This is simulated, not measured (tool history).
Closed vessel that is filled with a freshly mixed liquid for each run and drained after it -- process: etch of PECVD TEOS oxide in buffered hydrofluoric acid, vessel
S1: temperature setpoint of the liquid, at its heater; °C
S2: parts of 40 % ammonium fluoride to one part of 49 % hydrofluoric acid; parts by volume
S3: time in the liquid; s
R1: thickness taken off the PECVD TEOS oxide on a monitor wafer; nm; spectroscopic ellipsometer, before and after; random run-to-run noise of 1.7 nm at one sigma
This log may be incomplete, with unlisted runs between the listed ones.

| run | hour | S1 | S2 | S3 | R1 |
|---|---|---|---|---|---|
| 1 | 0.0 | 25.0 | 12.5 | 90 | 119.40 |
| 2 | 5.4 | 25.5 | 12.5 | 90 | 122.00 |
| 3 | 10.1 | 25.5 | 12.5 | 95 | 129.62 |
| 4 | 12.4 | 26.0 | 12.5 | 95 | 131.13 |
| 5 | 15.8 | 26.0 | 12.5 | 90 | 126.39 |
| 6 | 17.7 | 26.5 | 12.5 | 90 | 126.15 |
| 7 | 26.0 | 27.0 | 12.5 | 90 | 130.98 |
| 8 | 33.4 | 27.5 | 12.5 | 90 | 136.04 |
| 9 | 36.8 | 28.0 | 12.5 | 90 | 136.96 |

What does the tool deliver on the next run?
| 10 | 45.8 | 28.0 | 12.5 | 90 | ? |

R1: 139.66 nm
